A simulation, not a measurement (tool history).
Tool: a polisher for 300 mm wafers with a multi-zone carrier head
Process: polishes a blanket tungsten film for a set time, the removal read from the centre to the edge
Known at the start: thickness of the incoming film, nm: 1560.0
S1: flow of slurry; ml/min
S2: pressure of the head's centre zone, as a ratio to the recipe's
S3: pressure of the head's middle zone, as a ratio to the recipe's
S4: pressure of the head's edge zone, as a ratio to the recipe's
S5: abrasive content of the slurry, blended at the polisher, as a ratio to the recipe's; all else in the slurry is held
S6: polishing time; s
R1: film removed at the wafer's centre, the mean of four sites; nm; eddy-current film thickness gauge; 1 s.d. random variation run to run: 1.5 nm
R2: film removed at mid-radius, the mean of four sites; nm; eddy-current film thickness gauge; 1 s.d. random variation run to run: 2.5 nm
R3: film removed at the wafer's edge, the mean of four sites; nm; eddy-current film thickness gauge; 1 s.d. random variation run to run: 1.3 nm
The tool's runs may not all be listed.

{"run": 1, "hour": 0.0, "S1": 310, "S2": 1.0, "S3": 1.0, "S4": 1.0, "S5": 1.0, "S6": 79, "R1": 266.7, "R2": 264.92, "R3": 264.26}
{"run": 2, "hour": 6.2, "S1": 300, "S2": 0.97, "S3": 0.96, "S4": 0.96, "S5": 0.85, "S6": 78, "R1": 250.89, "R2": 238.81, "R3": 248.76}
{"run": 3, "hour": 11.6, "S1": 230, "S2": 0.97, "S3": 0.96, "S4": 0.96, "S5": 0.85, "S6": 78, "R1": 240.36, "R2": 234.27, "R3": 244.24}
{"run": 4, "hour": 18.0, "S1": 230, "S2": 0.94, "S3": 0.95, "S4": 0.93, "S5": 0.75, "S6": 77, "R1": 227.46, "R2": 227.27, "R3": 232.43}
{"hour": 20.5, "done": "worn pad replaced by a new one"}
{"run": 5, "hour": 20.5, "S1": 230, "S2": 0.92, "S3": 0.93, "S4": 0.91, "S5": 0.7, "S6": 76, "R1": 231.25, "R2": 233.85, "R3": 242.17}
{"run": 6, "hour": 25.7, "S1": 220, "S2": 0.94, "S3": 0.95, "S4": 0.96, "S5": 0.65, "S6": 75, "R1": 229.44, "R2": 231.66, "R3": 241.67}
{"run": 7, "hour": 31.0, "S1": 215, "S2": 0.93, "S3": 0.93, "S4": 0.93, "S5": 0.7, "S6": 73, "R1": 223.55, "R2": 225.11, "R3": 235.15}
{"run": 8, "hour": 33.7, "S1": 220, "S2": 0.9, "S3": 0.86, "S4": 0.84, "S5": 0.5, "S6": 68, "R1": 191.15, "R2": 186.37, "R3": 199.48}
{"run": 9, "hour": 37.1, "S1": 220, "S2": 0.9, "S3": 0.87, "S4": 0.85, "S5": 0.5, "S6": 68, "R1": 192.29, "R2": 188.79, "R3": 199.58}

What will run 10 give?
{"run": 10, "hour": 42.6, "S1": 220, "S2": 0.9, "S3": 0.88, "S4": 0.86, "S5": 0.5, "S6": 68, "R1": "?", "R2": "?", "R3": "?"}

{"run 10": {"R1": 190.0, "R2": 192.06, "R3": 200.5}}

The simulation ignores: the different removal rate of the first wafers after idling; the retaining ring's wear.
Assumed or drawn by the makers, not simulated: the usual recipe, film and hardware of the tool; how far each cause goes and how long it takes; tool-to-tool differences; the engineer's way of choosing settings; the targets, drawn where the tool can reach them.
